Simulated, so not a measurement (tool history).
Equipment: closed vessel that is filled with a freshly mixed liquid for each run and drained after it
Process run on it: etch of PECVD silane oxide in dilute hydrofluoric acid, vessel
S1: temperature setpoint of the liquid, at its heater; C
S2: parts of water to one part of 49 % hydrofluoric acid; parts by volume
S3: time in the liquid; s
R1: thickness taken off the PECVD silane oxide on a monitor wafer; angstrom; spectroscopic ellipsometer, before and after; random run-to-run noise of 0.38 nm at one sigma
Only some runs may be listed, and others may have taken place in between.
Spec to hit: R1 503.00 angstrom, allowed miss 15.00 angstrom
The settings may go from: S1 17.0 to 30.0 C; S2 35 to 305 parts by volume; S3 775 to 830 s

run,hour,S1,S2,S3,R1
1,0.0,22.0,170,775,712.20
2,1.7,20.0,170,775,658.66
3,10.6,20.0,190,775,580.84
4,18.2,20.0,190,830,611.45
5,18.8,20.0,245,830,457.07
6,26.7,20.0,245,830,448.83
7,32.2,20.0,245,830,453.38
8,40.9,20.5,245,830,464.69
9,43.6,20.5,245,830,453.83
10,50.5,21.0,245,830,468.70

Which single option among these 5 for the next run brings every result within its allowed miss of target? Just one does.
A,57.4,19.0,210,830,?
B,57.4,21.0,260,825,?
C,57.4,22.5,245,830,?
D,57.4,20.0,260,820,?
E,57.4,21.0,240,815,?

move,R1
A,528.70
B,436.65
C,499.79
D,418.20
E,476.31
A: takes the result that was furthest off past its target
B: lands further from the targets than the last run did
C: hits every target within its allowed miss
D: lands further from the targets than the last run did
E: nearer the targets than the last run, but a result is still out of spec
The move that meets every target is C.
